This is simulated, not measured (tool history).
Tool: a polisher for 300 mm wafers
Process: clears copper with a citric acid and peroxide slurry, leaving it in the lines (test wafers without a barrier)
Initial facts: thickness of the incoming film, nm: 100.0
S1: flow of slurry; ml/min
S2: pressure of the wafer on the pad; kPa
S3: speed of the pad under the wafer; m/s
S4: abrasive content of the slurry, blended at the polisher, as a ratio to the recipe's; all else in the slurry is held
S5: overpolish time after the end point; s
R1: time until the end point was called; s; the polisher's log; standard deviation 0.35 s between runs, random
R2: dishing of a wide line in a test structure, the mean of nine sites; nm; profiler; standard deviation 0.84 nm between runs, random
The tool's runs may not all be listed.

run 1 hour=0.0 | S1=150 S2=13.8 S3=0.94 S4=1.0 S5=16 | R1=79.797 R2=16.692
run 2 hour=6.7 | S1=150 S2=13.8 S3=0.80 S4=1.0 S5=16 | R1=93.688 R2=15.627
run 3 hour=10.2 | S1=155 S2=15.9 S3=0.86 S4=1.0 S5=17 | R1=76.136 R2=18.704
run 4 hour=10.8 | S1=160 S2=17.2 S3=0.92 S4=1.0 S5=19 | R1=66.005 R2=24.493
run 5 hour=13.9 | S1=165 S2=18.6 S3=0.96 S4=1.0 S5=19 | R1=58.569 R2=26.171
run 6 hour=19.6 | S1=165 S2=15.9 S3=0.96 S4=1.0 S5=19 | R1=67.465 R2=23.802
run 7 hour=24.8 | S1=175 S2=17.2 S3=0.98 S4=1.0 S5=19 | R1=61.093 R2=27.103
run 8 hour=27.3 | S1=175 S2=17.2 S3=0.98 S4=1.0 S5=19 | R1=60.617 R2=25.554

Run 9 has not been measured yet. What should we expect?
run 9 hour=32.9 | S1=180 S2=18.6 S3=1.00 S4=1.0 S5=20 | R1=? R2=?

R1: 55.895 s
R2: 28.446 nm
